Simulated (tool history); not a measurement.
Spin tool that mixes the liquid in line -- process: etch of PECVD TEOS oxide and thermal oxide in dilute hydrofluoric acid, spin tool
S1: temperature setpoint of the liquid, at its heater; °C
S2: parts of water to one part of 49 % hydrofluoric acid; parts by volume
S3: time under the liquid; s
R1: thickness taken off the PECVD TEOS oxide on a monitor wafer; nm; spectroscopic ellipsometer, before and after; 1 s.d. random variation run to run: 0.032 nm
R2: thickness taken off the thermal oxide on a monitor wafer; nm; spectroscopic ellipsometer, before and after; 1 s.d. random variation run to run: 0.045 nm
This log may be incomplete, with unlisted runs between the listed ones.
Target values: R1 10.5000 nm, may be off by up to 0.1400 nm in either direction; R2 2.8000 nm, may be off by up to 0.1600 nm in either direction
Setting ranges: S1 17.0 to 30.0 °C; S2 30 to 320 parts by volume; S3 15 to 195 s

run 1 hour=0.0 | S1=22.0 S2=175 S3=100 | R1=7.6974 R2=2.0433
run 2 hour=5.9 | S1=24.5 S2=175 S3=100 | R1=8.4412 R2=2.2044
run 3 hour=12.8 | S1=26.0 S2=175 S3=100 | R1=8.9254 R2=2.3938
run 4 hour=15.1 | S1=27.5 S2=175 S3=100 | R1=9.4336 R2=2.5656
run 5 hour=22.0 | S1=29.0 S2=175 S3=100 | R1=9.9728 R2=2.7047
run 6 hour=25.5 | S1=29.0 S2=135 S3=100 | R1=13.6920 R2=3.6159
run 7 hour=29.9 | S1=27.0 S2=135 S3=100 | R1=12.6410 R2=3.3249
run 8 hour=31.2 | S1=23.0 S2=135 S3=100 | R1=10.8510 R2=2.8583

4 candidate next runs follow, results not yet known. Just one meets every target within its allowed miss. Identify it.
run A hour=32.5 | S1=25.5 S2=175 S3=125 | R1=? R2=?
run B hour=32.5 | S1=23.5 S2=105 S3=75 | R1=? R2=?
run C hour=32.5 | S1=22.5 S2=140 S3=100 | R1=? R2=?
run D hour=32.5 | S1=25.5 S2=150 S3=100 | R1=? R2=?

move=A R1=10.9750 R2=2.9723
move=B R1=11.0350 R2=2.9886
move=C R1=10.1870 R2=2.7590
move=D R1=10.5460 R2=2.8560
A: its largest miss is bigger than the last run's
B: its largest miss is bigger than the last run's
C: pushes the last run's worst result past its target
D: every result lands within tolerance
Answer: D
